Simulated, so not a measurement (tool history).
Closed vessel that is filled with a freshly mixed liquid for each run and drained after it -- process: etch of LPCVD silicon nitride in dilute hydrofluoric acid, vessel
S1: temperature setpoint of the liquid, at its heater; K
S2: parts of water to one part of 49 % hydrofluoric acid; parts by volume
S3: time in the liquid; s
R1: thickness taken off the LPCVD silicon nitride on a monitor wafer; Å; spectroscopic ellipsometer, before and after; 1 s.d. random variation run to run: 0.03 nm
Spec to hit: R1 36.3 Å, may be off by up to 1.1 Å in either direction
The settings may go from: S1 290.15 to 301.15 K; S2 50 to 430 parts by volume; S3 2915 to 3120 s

| run | day | S1 | S2 | S3 | R1 |
|---|---|---|---|---|---|
| 1 | 0 | 293.15 | 240 | 2915 | 46.828 |
| 2 | 0.258 | 293.15 | 240 | 2915 | 47.108 |
| 3 | 0.508 | 295.15 | 240 | 2915 | 52.751 |
| 4 | 0.792 | 295.15 | 240 | 2915 | 53.049 |
| 5 | 1.088 | 293.15 | 240 | 2915 | 46.993 |
| 6 | 1.35 | 293.15 | 165 | 2915 | 67.943 |
| 7 | 1.688 | 292.65 | 185 | 2915 | 58.42 |
| 8 | 1.921 | 292.15 | 200 | 2915 | 52.734 |

Exercise: of the 4 proposed moves below, exactly one satisfies all targets within the stated allowed misses. Which move is it?
| A | 2.154 | 293.15 | 200 | 3120 | ? |
| B | 2.154 | 291.15 | 275 | 2965 | ? |
| C | 2.154 | 292.65 | 150 | 3120 | ? |
| D | 2.154 | 290.65 | 205 | 3015 | ? |

| move | R1 |
|---|---|
| A | 58.856 |
| B | 36.093 |
| C | 75.299 |
| D | 47.049 |
A: lands further from the targets than the last run did
B: all results land within tolerance of their targets
C: lands further from the targets than the last run did
D: closer than the last run, but not yet in spec
The right move is B.
